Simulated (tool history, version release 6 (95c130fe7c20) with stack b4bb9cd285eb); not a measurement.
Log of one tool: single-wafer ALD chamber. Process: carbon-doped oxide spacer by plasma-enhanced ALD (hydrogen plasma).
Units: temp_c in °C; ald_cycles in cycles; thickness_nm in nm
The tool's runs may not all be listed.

{"run": 1, "hour": 0.0, "temp_c": 375, "ald_cycles": 356, "thickness_nm": 17.977}
{"run": 2, "hour": 1.0, "temp_c": 365, "ald_cycles": 356, "thickness_nm": 17.964}
{"run": 3, "hour": 5.4, "temp_c": 365, "ald_cycles": 374, "thickness_nm": 18.905}
{"run": 4, "hour": 10.4, "temp_c": 365, "ald_cycles": 344, "thickness_nm": 17.284}
{"run": 5, "hour": 17.2, "temp_c": 365, "ald_cycles": 374, "thickness_nm": 18.829}
{"run": 6, "hour": 19.4, "temp_c": 365, "ald_cycles": 387, "thickness_nm": 19.519}
{"run": 7, "hour": 26.0, "temp_c": 365, "ald_cycles": 387, "thickness_nm": 19.625}
{"run": 8, "hour": 30.4, "temp_c": 365, "ald_cycles": 395, "thickness_nm": 20.108}
{"run": 9, "hour": 32.4, "temp_c": 365, "ald_cycles": 401, "thickness_nm": 20.319}

Forecast run 10:
{"run": 10, "hour": 34.8, "temp_c": 365, "ald_cycles": 406, "thickness_nm": "?"}

{"run 10": {"thickness_nm": 20.583}}
